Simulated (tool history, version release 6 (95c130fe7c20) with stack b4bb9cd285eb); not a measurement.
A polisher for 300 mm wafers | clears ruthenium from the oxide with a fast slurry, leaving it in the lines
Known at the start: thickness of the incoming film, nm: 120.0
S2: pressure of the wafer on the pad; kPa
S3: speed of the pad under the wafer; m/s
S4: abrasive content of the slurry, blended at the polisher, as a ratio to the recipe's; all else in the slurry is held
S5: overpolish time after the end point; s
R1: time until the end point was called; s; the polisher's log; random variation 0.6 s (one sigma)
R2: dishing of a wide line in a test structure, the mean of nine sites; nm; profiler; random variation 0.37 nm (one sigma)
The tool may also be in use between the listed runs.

run 1 day=0 | flow_of_slurry_(ml/min)=285 S2=24.1 S3=1.22 S4=1 S5=18 | R1=21.074 R2=57.78
run 2 day=0.367 | flow_of_slurry_(ml/min)=285 S2=24.1 S3=1.04 S4=1 S5=18 | R1=23.446 R2=53.972
run 3 day=0.592 | flow_of_slurry_(ml/min)=290 S2=22.8 S3=0.96 S4=1.05 S5=15 | R1=25.309 R2=44.845
run 4 day=0.792 | flow_of_slurry_(ml/min)=295 S2=20.7 S3=0.94 S4=1.1 S5=13 | R1=27.628 R2=38.236
run 5 day=1.104 | flow_of_slurry_(ml/min)=295 S2=20.7 S3=0.94 S4=1.3 S5=13 | R1=24.707 R2=40.842
run 6 day=1.192 | flow_of_slurry_(ml/min)=255 S2=20.7 S3=0.94 S4=1.3 S5=13 | R1=25.363 R2=41.288
run 7 day=1.442 | flow_of_slurry_(ml/min)=265 S2=19.3 S3=0.92 S4=1.3 S5=11 | R1=26.741 R2=33.257

Forecast run 8:
run 8 day=1.571 | flow_of_slurry_(ml/min)=265 S2=19.3 S3=0.92 S4=1.3 S5=11 | R1=? R2=?

{"run 8": {"R1": 27.536, "R2": 33.208}}
